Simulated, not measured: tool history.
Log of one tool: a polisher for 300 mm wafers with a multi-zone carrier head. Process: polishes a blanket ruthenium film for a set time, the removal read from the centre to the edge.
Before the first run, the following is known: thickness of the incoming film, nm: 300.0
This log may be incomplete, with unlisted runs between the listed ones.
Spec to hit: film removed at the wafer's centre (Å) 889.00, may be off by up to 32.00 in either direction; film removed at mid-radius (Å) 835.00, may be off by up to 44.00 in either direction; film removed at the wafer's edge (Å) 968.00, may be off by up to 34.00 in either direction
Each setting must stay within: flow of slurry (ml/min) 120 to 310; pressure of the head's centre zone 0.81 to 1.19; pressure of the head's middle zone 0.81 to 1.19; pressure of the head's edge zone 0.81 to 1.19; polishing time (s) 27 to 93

run,day,flow of slurry (ml/min),pressure of the head's centre zone,pressure of the head's middle zone,pressure of the head's edge zone,polishing time (s),film removed at the wafer's centre (Å),film removed at mid-radius (Å),film removed at the wafer's edge (Å)
1,0.000,200,1.00,1.00,1.00,59,737.11,711.76,733.66
2,0.183,200,0.93,1.00,1.00,59,680.69,729.12,733.75
3,0.496,200,0.93,1.04,1.00,59,683.93,763.66,731.19
4,0.571,225,0.93,1.04,1.00,59,685.57,776.88,754.54
5,0.754,240,0.96,1.03,1.04,61,750.37,785.90,792.63
6,0.875,240,0.96,1.03,1.12,61,735.21,791.97,839.00
7,1.229,245,0.98,1.02,1.14,63,807.95,804.03,836.32
8,1.283,255,0.96,0.99,1.15,65,809.33,821.16,883.36
9,1.412,260,0.96,0.97,1.16,67,826.12,826.94,932.73
10,1.667,265,0.97,0.97,1.17,67,842.36,821.88,930.53
11,1.775,270,0.97,0.97,1.18,67,849.09,835.15,942.93
12,1.842,275,0.98,0.96,1.18,67,848.63,806.99,945.50

Which one of the following 5 next-run settings gets every result inside its allowed miss? There is exactly one.
A,1.908,310,0.96,0.90,1.12,70,?,?,?
B,1.908,260,1.07,1.14,1.14,68,?,?,?
C,1.908,225,0.96,1.07,1.14,73,?,?,?
D,1.908,295,1.06,0.94,1.16,70,?,?,?
E,1.908,255,1.08,1.10,1.11,68,?,?,?

move,film removed at the wafer's centre (Å),film removed at mid-radius (Å),film removed at the wafer's edge (Å)
A,892.08,822.71,962.53
B,948.35,957.22,927.05
C,893.66,955.93,982.27
D,980.65,848.34,975.82
E,954.56,926.15,913.38
A: in spec on every target
B: takes the result that was furthest off past its target
C: corrects the largest miss of the last run, while another result sits out of spec
D: takes the result that was furthest off past its target
E: takes the result that was furthest off past its target
Answer: A

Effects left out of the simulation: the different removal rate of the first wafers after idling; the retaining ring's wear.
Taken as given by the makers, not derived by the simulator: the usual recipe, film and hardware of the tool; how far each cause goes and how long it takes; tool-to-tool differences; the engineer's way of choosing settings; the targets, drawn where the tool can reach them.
